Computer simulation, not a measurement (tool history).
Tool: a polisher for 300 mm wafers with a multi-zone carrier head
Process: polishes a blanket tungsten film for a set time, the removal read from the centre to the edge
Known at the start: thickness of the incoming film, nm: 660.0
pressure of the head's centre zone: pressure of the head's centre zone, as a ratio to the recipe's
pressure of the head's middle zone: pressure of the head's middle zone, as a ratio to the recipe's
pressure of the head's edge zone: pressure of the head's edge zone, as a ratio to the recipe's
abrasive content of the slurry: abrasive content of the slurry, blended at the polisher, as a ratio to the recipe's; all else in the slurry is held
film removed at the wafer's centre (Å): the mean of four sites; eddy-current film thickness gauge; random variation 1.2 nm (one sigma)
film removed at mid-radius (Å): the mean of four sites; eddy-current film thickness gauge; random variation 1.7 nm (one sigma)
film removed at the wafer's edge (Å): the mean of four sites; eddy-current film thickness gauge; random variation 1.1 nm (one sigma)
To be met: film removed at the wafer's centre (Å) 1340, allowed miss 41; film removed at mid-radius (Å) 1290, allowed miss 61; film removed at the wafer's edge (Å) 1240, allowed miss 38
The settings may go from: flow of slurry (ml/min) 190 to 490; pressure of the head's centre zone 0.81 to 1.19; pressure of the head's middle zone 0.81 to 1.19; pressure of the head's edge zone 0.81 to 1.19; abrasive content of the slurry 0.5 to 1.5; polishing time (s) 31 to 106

run  hour  flow of slurry (ml/min)  pressure of the head's centre zone  pressure of the head's middle zone  pressure of the head's edge zone  abrasive content of the slurry  polishing time (s)  film removed at the wafer's centre (Å)  film removed at mid-radius (Å)  film removed at the wafer's edge (Å)
  1     0                      315                                   1                                   1                                 1                               1                  68                                  2229.5                          2195.3                                2224.4
  2     1                      315                                   1                                1.07                                 1                               1                  68                                  2284.3                          2364.4                                2260.9
  3   2.3                      320                                   1                                1.04                              0.96                            0.85                  60                                  1873.2                          1887.6                                1819.5
  4   6.5                      325                                   1                                1.02                              0.93                            0.75                  57                                  1709.7                          1692.9                                  1631
  5   9.8                      330                                0.99                                1.01                               0.9                             0.7                  55                                    1589                          1646.2                                1500.4
  6    17                      325                                0.99                                0.96                              0.88                            0.65                  54                                  1548.2                          1465.6                                  1449
  7  24.8                      325                                0.98                                0.96                              0.86                             0.6                  53                                  1467.2                          1409.1                                1373.6
  8  28.9                      325                                0.98                                0.96                              0.85                            0.55                  52                                  1373.7                          1337.3                                1303.4
  9    35                      320                                0.98                                0.96                              0.84                            0.55                  52                                    1366                          1353.9                                1296.3
 10  43.4                      315                                0.99                                0.95                              0.83                            0.55                  52                                  1386.8                          1307.9                                1285.1
 11  51.2                      310                                0.99                                0.95                              0.82                            0.55                  52                                  1383.3                            1312                                  1276
 12  58.3                      305                                0.99                                0.95                              0.82                            0.55                  52                                  1396.5                          1298.5                                1286.3
 13  64.9                      305                                0.98                                0.98                              0.81                             0.5                  50                                  1260.6                          1235.2                                1191.3
 14    73                      315                                0.99                                0.98                              0.82                             0.5                  50                                  1304.6                          1254.6                                  1163
 15  78.2                      320                                0.99                                0.97                              0.83                             0.5                  50                                  1303.9                          1264.5                                1186.9
 16  83.8                      325                                0.99                                0.96                              0.84                             0.5                  50                                  1314.8                          1242.9                                1203.4

Which of these 4 next moves meets every target?
  A  89.4                      320                                0.96                                0.94                              0.81                            0.55                  51                                       ?                               ?                                     ?
  B  89.4                      215                                0.96                                0.87                              0.81                             0.5                  54                                       ?                               ?                                     ?
  C  89.4                      315                                1.13                                1.01                               0.9                             0.5                  46                                       ?                               ?                                     ?
  D  89.4                      320                                1.01                                0.91                              0.82                             0.5                  49                                       ?                               ?                                     ?

move  film removed at the wafer's centre (Å)  film removed at mid-radius (Å)  film removed at the wafer's edge (Å)
   A                                  1339.4                          1317.2                                1229.8
   B                                    1292                          1198.6                                1209.7
   C                                  1316.4                          1214.2                                  1119
   D                                  1288.8                          1187.7                                1146.1
A: meets every target
B: brings the result that was furthest off to its target, and leaves another outside
C: further off than the last run
D: further off than the last run
The right move is A.
